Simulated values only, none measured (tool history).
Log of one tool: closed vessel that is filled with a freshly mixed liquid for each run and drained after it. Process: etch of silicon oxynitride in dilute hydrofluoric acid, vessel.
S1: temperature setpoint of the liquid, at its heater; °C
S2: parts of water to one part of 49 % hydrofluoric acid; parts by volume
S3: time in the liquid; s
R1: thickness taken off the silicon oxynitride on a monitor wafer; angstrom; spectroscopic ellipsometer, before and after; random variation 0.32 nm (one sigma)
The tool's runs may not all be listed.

Run 1, day 0.000: S1 23 °C, S2 50 parts by volume, S3 615 s. Result: R1 619.55 angstrom.
Run 2, day 0.200: S1 23 °C, S2 55 parts by volume, S3 615 s. Result: R1 554.94 angstrom.
Run 3, day 0.504: S1 22 °C, S2 55 parts by volume, S3 615 s. Result: R1 531.71 angstrom.
Run 4, day 0.558: S1 22 °C, S2 55 parts by volume, S3 615 s. Result: R1 524.98 angstrom.
Run 5, day 0.667: S1 22 °C, S2 55 parts by volume, S3 660 s. Result: R1 560.27 angstrom.
Run 6, day 0.988: S1 21 °C, S2 55 parts by volume, S3 660 s. Result: R1 545.36 angstrom.

The next listed run, before its measurement:
Run 7, day 1.354: S1 17 °C, S2 75 parts by volume, S3 655 s. Result: R1 ?.

{"run 7": {"R1": 318.36}}
